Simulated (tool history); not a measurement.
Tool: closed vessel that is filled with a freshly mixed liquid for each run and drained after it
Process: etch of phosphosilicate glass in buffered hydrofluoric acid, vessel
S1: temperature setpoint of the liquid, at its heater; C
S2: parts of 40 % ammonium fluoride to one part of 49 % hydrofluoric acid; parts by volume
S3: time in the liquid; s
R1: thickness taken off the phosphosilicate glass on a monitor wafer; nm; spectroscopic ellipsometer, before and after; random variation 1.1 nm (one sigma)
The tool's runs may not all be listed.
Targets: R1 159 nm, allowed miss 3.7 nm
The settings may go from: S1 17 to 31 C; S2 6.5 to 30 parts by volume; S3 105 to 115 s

run,hour,S1,S2,S3,R1
1,0,23,19.5,105,182.75
2,6.8,23,21.5,105,169.84
3,13,22.5,21.5,105,163.87
4,20.7,22.5,26,105,146.46
5,26.1,22.5,30,105,132.58
6,33.4,22.5,30,105,131.96
7,38.9,23,30,105,134.7
8,44.2,23.5,30,105,140.26
9,52.8,24.5,30,105,147.29
10,57.7,24.5,30,105,148.69

Which of these 4 next moves meets every target?
A,62.6,25.5,29.5,110,?
B,62.6,24.5,24.5,105,?
C,62.6,26,29.5,110,?
D,62.6,25,30,110,?

move,R1
A,164.81
B,169.24
C,169.36
D,158.53
A: takes the result that was furthest off past its target
B: takes the result that was furthest off past its target
C: takes the result that was furthest off past its target
D: meets every target
Move D is the one to make.
